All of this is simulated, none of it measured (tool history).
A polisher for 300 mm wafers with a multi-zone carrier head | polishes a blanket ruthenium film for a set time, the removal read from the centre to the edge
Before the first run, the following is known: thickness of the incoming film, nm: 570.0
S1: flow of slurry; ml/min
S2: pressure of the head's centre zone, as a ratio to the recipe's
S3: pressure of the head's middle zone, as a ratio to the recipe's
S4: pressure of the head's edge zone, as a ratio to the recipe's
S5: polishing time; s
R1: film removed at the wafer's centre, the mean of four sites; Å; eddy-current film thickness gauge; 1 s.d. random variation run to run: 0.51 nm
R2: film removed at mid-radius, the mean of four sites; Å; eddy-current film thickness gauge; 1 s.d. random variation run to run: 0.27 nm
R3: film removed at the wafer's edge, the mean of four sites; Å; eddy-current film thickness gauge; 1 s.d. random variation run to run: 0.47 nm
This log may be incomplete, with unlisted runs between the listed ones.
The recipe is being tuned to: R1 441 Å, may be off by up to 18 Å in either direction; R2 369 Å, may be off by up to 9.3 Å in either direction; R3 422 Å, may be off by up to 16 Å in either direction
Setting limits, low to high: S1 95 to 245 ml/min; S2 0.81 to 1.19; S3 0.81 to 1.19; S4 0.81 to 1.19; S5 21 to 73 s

Run 1, hour 0: S1 155 ml/min, S2 1, S3 1, S4 1, S5 47 s. Result: R1 516.14 Å, R2 503.47 Å, R3 515.1 Å.
Run 2, hour 6.3: S1 150 ml/min, S2 1, S3 0.98, S4 0.99, S5 46 s. Result: R1 501.91 Å, R2 485.92 Å, R3 492.93 Å.
Run 3, hour 14.6: S1 145 ml/min, S2 1, S3 0.96, S4 0.99, S5 45 s. Result: R1 492.08 Å, R2 469.24 Å, R3 483.83 Å.
Run 4, hour 23.1: S1 105 ml/min, S2 1, S3 0.96, S4 0.99, S5 45 s. Result: R1 474.32 Å, R2 443.98 Å, R3 469.57 Å.
Run 5, hour 28.7: S1 105 ml/min, S2 1, S3 0.96, S4 1.03, S5 45 s. Result: R1 468.74 Å, R2 451.45 Å, R3 473.28 Å.
Run 6, hour 30.3: S1 105 ml/min, S2 1, S3 0.94, S4 1.02, S5 45 s. Result: R1 466.44 Å, R2 440.91 Å, R3 474.1 Å.
Run 7, hour 35.8: S1 105 ml/min, S2 1, S3 0.93, S4 1.01, S5 45 s. Result: R1 471.95 Å, R2 436.69 Å, R3 472.35 Å.
Run 8, hour 43.8: S1 105 ml/min, S2 1, S3 0.93, S4 1.01, S5 45 s. Result: R1 463.21 Å, R2 430.19 Å, R3 465.38 Å.
Run 9, hour 50.2: S1 105 ml/min, S2 1, S3 0.92, S4 1, S5 45 s. Result: R1 471.98 Å, R2 426.67 Å, R3 473.31 Å.
Run 10, hour 56.9: S1 105 ml/min, S2 1, S3 0.92, S4 0.99, S5 44 s. Result: R1 455.33 Å, R2 421.34 Å, R3 457.37 Å.
Run 11, hour 63.7: S1 105 ml/min, S2 1, S3 0.91, S4 0.98, S5 44 s. Result: R1 466.03 Å, R2 418.85 Å, R3 452.46 Å.
Run 12, hour 68.9: S1 105 ml/min, S2 1, S3 0.9, S4 0.98, S5 44 s. Result: R1 452.6 Å, R2 418.23 Å, R3 455.86 Å.
Run 13, hour 71.1: S1 105 ml/min, S2 1.01, S3 0.89, S4 0.98, S5 44 s. Result: R1 461.54 Å, R2 412.82 Å, R3 458.66 Å.
Run 14, hour 74.5: S1 105 ml/min, S2 1.01, S3 0.88, S4 0.97, S5 44 s. Result: R1 456.62 Å, R2 410.1 Å, R3 444.03 Å.

Exercise: of the 5 proposed moves below, exactly one satisfies all targets within the stated allowed misses. Which move is it?
Run A, hour 77.9: S1 95 ml/min, S2 0.94, S3 0.83, S4 0.97, S5 48 s. Result: R1 ?, R2 ?, R3 ?.
Run B, hour 77.9: S1 115 ml/min, S2 1.02, S3 0.94, S4 0.94, S5 45 s. Result: R1 ?, R2 ?, R3 ?.
Run C, hour 77.9: S1 170 ml/min, S2 1.02, S3 1.11, S4 0.82, S5 41 s. Result: R1 ?, R2 ?, R3 ?.
Run D, hour 77.9: S1 155 ml/min, S2 0.99, S3 1.04, S4 0.92, S5 40 s. Result: R1 ?, R2 ?, R3 ?.
Run E, hour 77.9: S1 100 ml/min, S2 1.04, S3 0.83, S4 0.97, S5 41 s. Result: R1 ?, R2 ?, R3 ?.

move      R1      R2      R3
   A  463.61  428.39  488.68
   B  487.85  447.37  459.89
   C  472.71  481.04  408.46
   D  441.35   443.5  416.43
   E  442.39  368.57  419.66
A: further off than the last run
B: further off than the last run
C: further off than the last run
D: further off than the last run
E: every result lands within tolerance
E meets every target.

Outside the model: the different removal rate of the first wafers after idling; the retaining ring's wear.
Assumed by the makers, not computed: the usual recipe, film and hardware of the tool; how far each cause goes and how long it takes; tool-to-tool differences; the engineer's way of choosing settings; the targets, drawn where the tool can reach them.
